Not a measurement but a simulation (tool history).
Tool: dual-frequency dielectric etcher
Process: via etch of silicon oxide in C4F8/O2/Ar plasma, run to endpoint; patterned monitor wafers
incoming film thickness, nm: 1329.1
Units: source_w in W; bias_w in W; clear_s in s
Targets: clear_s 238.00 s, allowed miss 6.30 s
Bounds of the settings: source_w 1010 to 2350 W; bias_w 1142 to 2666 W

| run | hour | source_w | bias_w | clear_s |
|---|---|---|---|---|
| 1 | 0.0 | 1680 | 1904 | 277.90 |
| 2 | 3.1 | 1840 | 1972 | 260.91 |
| 3 | 6.2 | 2000 | 1972 | 253.53 |
| 4 | 9.6 | 1780 | 1972 | 265.42 |
| 5 | 14.2 | 2050 | 1972 | 250.54 |
| 6 | 21.1 | 1800 | 1972 | 261.76 |
| 7 | 24.7 | 1900 | 2012 | 260.19 |
| 8 | 31.2 | 2020 | 2050 | 247.26 |
| 9 | 39.4 | 2060 | 2064 | 246.87 |

Which of these 5 next moves meets every target?
| A | 47.6 | 2100 | 2190 | ? |
| B | 47.6 | 2350 | 2112 | ? |
| C | 47.6 | 2160 | 2471 | ? |
| D | 47.6 | 2350 | 2308 | ? |
| E | 47.6 | 2300 | 2343 | ? |

| move | clear_s |
|---|---|
| A | 237.94 |
| B | 229.09 |
| C | 226.20 |
| D | 222.83 |
| E | 223.86 |
A: meets every target
B: takes the result that was furthest off past its target
C: takes the result that was furthest off past its target
D: takes the result that was furthest off past its target
E: takes the result that was furthest off past its target
Move A is the one to make.

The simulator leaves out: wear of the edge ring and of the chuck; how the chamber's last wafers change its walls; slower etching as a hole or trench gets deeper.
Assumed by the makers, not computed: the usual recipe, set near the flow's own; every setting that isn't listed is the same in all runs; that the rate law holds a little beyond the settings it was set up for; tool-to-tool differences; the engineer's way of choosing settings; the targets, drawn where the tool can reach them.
